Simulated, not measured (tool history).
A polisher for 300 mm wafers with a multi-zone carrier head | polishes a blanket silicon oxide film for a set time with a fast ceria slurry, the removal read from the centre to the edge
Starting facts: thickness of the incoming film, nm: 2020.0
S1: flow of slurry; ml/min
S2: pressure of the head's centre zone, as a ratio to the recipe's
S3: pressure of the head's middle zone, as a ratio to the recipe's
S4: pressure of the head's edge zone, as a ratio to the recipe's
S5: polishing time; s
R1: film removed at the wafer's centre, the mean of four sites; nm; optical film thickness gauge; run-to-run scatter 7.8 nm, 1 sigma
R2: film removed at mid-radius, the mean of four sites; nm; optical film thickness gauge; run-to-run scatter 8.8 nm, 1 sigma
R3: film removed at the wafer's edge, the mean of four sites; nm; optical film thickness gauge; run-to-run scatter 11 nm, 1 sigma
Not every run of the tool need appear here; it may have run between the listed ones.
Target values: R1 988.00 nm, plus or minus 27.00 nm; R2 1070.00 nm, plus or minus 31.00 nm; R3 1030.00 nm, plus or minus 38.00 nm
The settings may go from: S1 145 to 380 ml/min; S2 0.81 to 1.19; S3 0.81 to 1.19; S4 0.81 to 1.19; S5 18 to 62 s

run 1 hour=0.0 | S1=245 S2=1.00 S3=1.00 S4=1.00 S5=40 | R1=651.43 R2=661.28 R3=664.85
run 2 hour=7.6 | S1=255 S2=1.02 S3=1.04 S4=1.05 S5=45 | R1=747.31 R2=774.84 R3=768.57
run 3 hour=14.2 | S1=225 S2=1.02 S3=1.04 S4=1.05 S5=45 | R1=727.04 R2=751.10 R3=769.43
run 4 hour=21.9 | S1=235 S2=1.04 S3=1.08 S4=1.08 S5=48 | R1=800.57 R2=852.83 R3=821.99
run 5 hour=25.5 | S1=240 S2=1.04 S3=1.09 S4=1.10 S5=51 | R1=850.22 R2=897.00 R3=867.24
run 6 hour=31.7 | S1=240 S2=1.10 S3=1.09 S4=1.10 S5=51 | R1=891.96 R2=909.02 R3=889.25
-- hour=35.9 slurry nozzle cleaned
run 7 hour=35.9 | S1=235 S2=1.09 S3=1.10 S4=1.12 S5=53 | R1=958.28 R2=959.72 R3=934.36
run 8 hour=43.7 | S1=235 S2=1.06 S3=1.11 S4=1.14 S5=54 | R1=951.73 R2=1001.50 R3=951.64

Pick the move, out of 5, that brings all results within their allowed miss; only one does.
run A hour=51.5 | S1=205 S2=0.97 S3=0.93 S4=1.18 S5=59 | R1=? R2=? R3=?
run B hour=51.5 | S1=255 S2=1.07 S3=1.05 S4=1.13 S5=55 | R1=? R2=? R3=?
run C hour=51.5 | S1=175 S2=1.07 S3=1.14 S4=1.17 S5=59 | R1=? R2=? R3=?
run D hour=51.5 | S1=240 S2=0.98 S3=1.16 S4=1.18 S5=58 | R1=? R2=? R3=?
run E hour=51.5 | S1=240 S2=1.04 S3=0.93 S4=1.19 S5=60 | R1=? R2=? R3=?

move=A R1=938.21 R2=935.94 R3=1055.00
move=B R1=981.62 R2=993.63 R3=984.88
move=C R1=993.14 R2=1084.70 R3=1029.50
move=D R1=953.89 R2=1133.40 R3=1050.20
move=E R1=1036.00 R2=971.63 R3=1093.70
A: its largest miss is bigger than the last run's
B: its largest miss is bigger than the last run's
C: all results land within tolerance of their targets
D: takes the biggest miss from the last run beyond its target
E: its largest miss is bigger than the last run's
So the answer is move C, the one that meets all the targets.

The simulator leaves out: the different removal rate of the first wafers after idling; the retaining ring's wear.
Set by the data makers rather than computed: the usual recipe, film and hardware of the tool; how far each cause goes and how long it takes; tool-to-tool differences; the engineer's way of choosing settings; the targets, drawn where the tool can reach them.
